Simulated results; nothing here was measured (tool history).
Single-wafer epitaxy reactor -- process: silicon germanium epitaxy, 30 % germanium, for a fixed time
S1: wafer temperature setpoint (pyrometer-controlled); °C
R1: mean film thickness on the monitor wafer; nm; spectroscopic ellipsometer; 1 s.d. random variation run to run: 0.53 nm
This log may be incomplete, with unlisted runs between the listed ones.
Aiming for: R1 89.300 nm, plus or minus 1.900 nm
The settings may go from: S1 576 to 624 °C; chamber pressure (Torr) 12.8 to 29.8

run 1 hour=0.0 | S1=600 chamber_pressure_(Torr)=21.3 | R1=64.736
run 2 hour=3.3 | S1=605 chamber_pressure_(Torr)=21.4 | R1=71.605
run 3 hour=10.7 | S1=598 chamber_pressure_(Torr)=21.4 | R1=61.843
run 4 hour=13.2 | S1=598 chamber_pressure_(Torr)=23.4 | R1=63.354
run 5 hour=16.6 | S1=594 chamber_pressure_(Torr)=23.4 | R1=58.919
run 6 hour=21.2 | S1=594 chamber_pressure_(Torr)=25.6 | R1=60.263
run 7 hour=22.2 | S1=600 chamber_pressure_(Torr)=25.8 | R1=68.785
run 8 hour=25.9 | S1=604 chamber_pressure_(Torr)=25.9 | R1=74.774
run 9 hour=26.4 | S1=607 chamber_pressure_(Torr)=26.0 | R1=79.923
run 10 hour=32.1 | S1=609 chamber_pressure_(Torr)=26.0 | R1=82.213
run 11 hour=36.7 | S1=610 chamber_pressure_(Torr)=26.0 | R1=84.267
run 12 hour=37.9 | S1=611 chamber_pressure_(Torr)=26.0 | R1=85.815

Of the 5 settings listed for the next run, only one would bring every result within its allowed miss of target. Which one?
run A hour=39.1 | S1=610 chamber_pressure_(Torr)=27.2 | R1=?
run B hour=39.1 | S1=611 chamber_pressure_(Torr)=26.2 | R1=?
run C hour=39.1 | S1=610 chamber_pressure_(Torr)=25.7 | R1=?
run D hour=39.1 | S1=614 chamber_pressure_(Torr)=24.8 | R1=?
run E hour=39.1 | S1=607 chamber_pressure_(Torr)=28.3 | R1=?

move=A R1=84.886
move=B R1=85.687
move=C R1=83.506
move=D R1=89.605
move=E R1=80.792
A: moves away from the targets compared with the last run
B: just as far off the targets as the last run
C: moves away from the targets compared with the last run
D: all results land within tolerance of their targets
E: moves away from the targets compared with the last run
D meets every target.
